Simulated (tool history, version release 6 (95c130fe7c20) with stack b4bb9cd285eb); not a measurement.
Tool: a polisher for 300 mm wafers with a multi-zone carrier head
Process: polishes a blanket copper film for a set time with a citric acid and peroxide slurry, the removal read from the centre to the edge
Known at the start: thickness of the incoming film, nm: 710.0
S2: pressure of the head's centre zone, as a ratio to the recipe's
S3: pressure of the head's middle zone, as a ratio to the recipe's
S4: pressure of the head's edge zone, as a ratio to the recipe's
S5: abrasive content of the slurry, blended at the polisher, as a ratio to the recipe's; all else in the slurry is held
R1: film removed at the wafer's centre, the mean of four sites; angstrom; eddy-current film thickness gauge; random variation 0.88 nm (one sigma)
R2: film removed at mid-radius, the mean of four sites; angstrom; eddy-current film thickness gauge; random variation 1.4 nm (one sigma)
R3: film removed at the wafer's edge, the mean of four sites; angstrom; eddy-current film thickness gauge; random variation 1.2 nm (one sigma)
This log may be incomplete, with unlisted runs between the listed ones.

{"run": 1, "hour": 0.0, "flow of slurry (ml/min)": 220, "S2": 1, "S3": 1, "S4": 1, "S5": 1, "polishing time (s)": 33, "R1": 812.21, "R2": 843.12, "R3": 860.24}
{"run": 2, "hour": 8.2, "flow of slurry (ml/min)": 220, "S2": 1, "S3": 1, "S4": 1.07, "S5": 1, "polishing time (s)": 33, "R1": 825.12, "R2": 835.95, "R3": 871.49}
{"run": 3, "hour": 12.1, "flow of slurry (ml/min)": 220, "S2": 0.93, "S3": 1, "S4": 1.07, "S5": 1, "polishing time (s)": 33, "R1": 754.12, "R2": 845.53, "R3": 869.48}
{"run": 4, "hour": 18.1, "flow of slurry (ml/min)": 220, "S2": 0.93, "S3": 1, "S4": 1.04, "S5": 1, "polishing time (s)": 33, "R1": 778.91, "R2": 829.52, "R3": 858.08}
{"run": 5, "hour": 19.0, "flow of slurry (ml/min)": 220, "S2": 0.93, "S3": 1, "S4": 1.09, "S5": 1, "polishing time (s)": 33, "R1": 762.88, "R2": 840.47, "R3": 904.56}
{"run": 6, "hour": 27.7, "flow of slurry (ml/min)": 220, "S2": 0.98, "S3": 1, "S4": 1.09, "S5": 1, "polishing time (s)": 33, "R1": 795.67, "R2": 836.75, "R3": 888.82}
{"run": 7, "hour": 30.4, "flow of slurry (ml/min)": 225, "S2": 0.98, "S3": 1.01, "S4": 1.1, "S5": 1.05, "polishing time (s)": 33, "R1": 826.69, "R2": 835.3, "R3": 921.54}

Run 8 is up next; what results do you expect?
{"run": 8, "hour": 36.0, "flow of slurry (ml/min)": 230, "S2": 0.98, "S3": 1.03, "S4": 1.1, "S5": 1.05, "polishing time (s)": 33, "R1": "?", "R2": "?", "R3": "?"}

R1: 807.87 angstrom
R2: 884.23 angstrom
R3: 915.84 angstrom
